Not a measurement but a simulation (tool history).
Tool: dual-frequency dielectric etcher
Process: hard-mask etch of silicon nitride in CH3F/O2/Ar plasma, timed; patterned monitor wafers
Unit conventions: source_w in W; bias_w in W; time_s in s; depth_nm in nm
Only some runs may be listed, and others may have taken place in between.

{"run": 1, "hour": 0.0, "source_w": 330, "bias_w": 79, "time_s": 136.0, "depth_nm": 94.054}
{"run": 2, "hour": 0.9, "source_w": 330, "bias_w": 79, "time_s": 136.0, "depth_nm": 94.113}
{"run": 3, "hour": 8.0, "source_w": 330, "bias_w": 79, "time_s": 125.5, "depth_nm": 87.479}
{"run": 4, "hour": 12.4, "source_w": 270, "bias_w": 79, "time_s": 125.5, "depth_nm": 81.135}
{"run": 5, "hour": 14.3, "source_w": 300, "bias_w": 82, "time_s": 125.5, "depth_nm": 86.265}
{"run": 6, "hour": 16.3, "source_w": 330, "bias_w": 84, "time_s": 125.5, "depth_nm": 89.86}
{"run": 7, "hour": 20.6, "source_w": 350, "bias_w": 86, "time_s": 125.5, "depth_nm": 92.623}
{"run": 8, "hour": 29.1, "source_w": 370, "bias_w": 88, "time_s": 125.5, "depth_nm": 95.365}
{"run": 9, "hour": 30.6, "source_w": 380, "bias_w": 90, "time_s": 125.5, "depth_nm": 96.774}

Run 10 is up next; what results do you expect?
{"run": 10, "hour": 34.4, "source_w": 390, "bias_w": 92, "time_s": 126.0, "depth_nm": "?"}

{"run 10": {"depth_nm": 99.209}}
